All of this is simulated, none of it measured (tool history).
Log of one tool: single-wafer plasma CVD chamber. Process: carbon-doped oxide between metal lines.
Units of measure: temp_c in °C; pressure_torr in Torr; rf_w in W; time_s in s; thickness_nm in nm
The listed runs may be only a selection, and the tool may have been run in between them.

run    day  temp_c  pressure_torr  rf_w  time_s  thickness_nm
  1  0.000     355           3.94   615    17.3        98.986
  2  0.350     355           3.94   615    16.4        94.511
  3  0.496     355           3.94   615    17.3        98.916
  4  0.633     361           3.94   615    17.3        98.514
  5  0.671     361           3.37   615    17.3        95.938
  6  0.712     360           3.85   630    17.3        99.664
  7  1.025     360           4.17   640    17.3       103.100
  8  1.100     360           4.32   640    17.3       102.240

For run 9, what comes out?
  9  1.392     348           4.41   660    17.3             ?

thickness_nm: 108.690 nm

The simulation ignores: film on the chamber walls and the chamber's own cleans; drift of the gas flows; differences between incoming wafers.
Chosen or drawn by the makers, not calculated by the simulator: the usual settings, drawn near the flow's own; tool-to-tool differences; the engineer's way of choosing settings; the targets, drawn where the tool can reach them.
